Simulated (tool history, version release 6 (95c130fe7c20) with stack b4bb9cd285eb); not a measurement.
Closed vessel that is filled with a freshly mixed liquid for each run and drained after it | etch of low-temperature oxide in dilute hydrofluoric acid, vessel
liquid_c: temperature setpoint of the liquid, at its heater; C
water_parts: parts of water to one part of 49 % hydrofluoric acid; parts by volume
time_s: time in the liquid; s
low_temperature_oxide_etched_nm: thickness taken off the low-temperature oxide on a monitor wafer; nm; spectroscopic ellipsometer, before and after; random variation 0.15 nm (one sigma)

run  hour  liquid_c  water_parts  time_s  low_temperature_oxide_etched_nm
  1     0        23          290    1225                           48.279
  2   6.2      22.5          290    1225                           47.551
  3  12.6      22.5          190    1225                           79.765
  4  18.4      24.5          190    1225                            86.75
  5  19.7      24.5          190    1225                            86.63
  6  27.9      24.5          190    1225                           85.508
  7  32.2        24          200    1225                           80.104

Expected results for the next run?
  8  40.6        20          315    1225                                ?

{"run 8": {"low_temperature_oxide_etched_nm": 39.044}}

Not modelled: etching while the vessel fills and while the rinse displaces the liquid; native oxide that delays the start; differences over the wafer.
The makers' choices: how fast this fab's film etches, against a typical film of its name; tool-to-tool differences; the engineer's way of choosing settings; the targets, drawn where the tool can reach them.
